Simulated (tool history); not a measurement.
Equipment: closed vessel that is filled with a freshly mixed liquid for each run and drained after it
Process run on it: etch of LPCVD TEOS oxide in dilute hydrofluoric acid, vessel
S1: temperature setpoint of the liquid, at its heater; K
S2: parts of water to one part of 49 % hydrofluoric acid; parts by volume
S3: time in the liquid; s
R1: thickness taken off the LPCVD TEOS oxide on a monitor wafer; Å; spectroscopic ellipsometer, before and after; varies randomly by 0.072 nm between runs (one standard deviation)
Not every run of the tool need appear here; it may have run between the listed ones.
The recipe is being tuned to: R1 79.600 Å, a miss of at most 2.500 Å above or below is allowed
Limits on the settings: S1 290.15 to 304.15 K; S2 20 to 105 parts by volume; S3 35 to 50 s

run  hour      S1  S2  S3       R1
  1   0.0  296.15  55  50  178.800
  2   7.3  294.15  65  50  137.270
  3  10.2  294.15  85  50  102.360
  4  11.8  294.15  85  50  102.790
  5  19.6  293.15  85  50   99.348
  6  23.9  292.15  90  50   88.532
  7  28.0  291.65  90  50   87.377
  8  31.7  291.15  90  50   85.180
  9  35.7  290.65  90  50   84.007

Which of these 4 next moves meets every target?
  A  39.7  290.15  80  40   ?
  B  39.7  291.15  90  50   ?
  C  39.7  291.15  95  50   ?
  D  39.7  290.15  70  35   ?

move      R1
   A  73.995
   B  84.858
   C  79.960
   D  74.799
A: takes the biggest miss from the last run beyond its target
B: further off than the last run
C: every result within its allowed miss
D: takes the biggest miss from the last run beyond its target
Correct choice: C, which meets every target
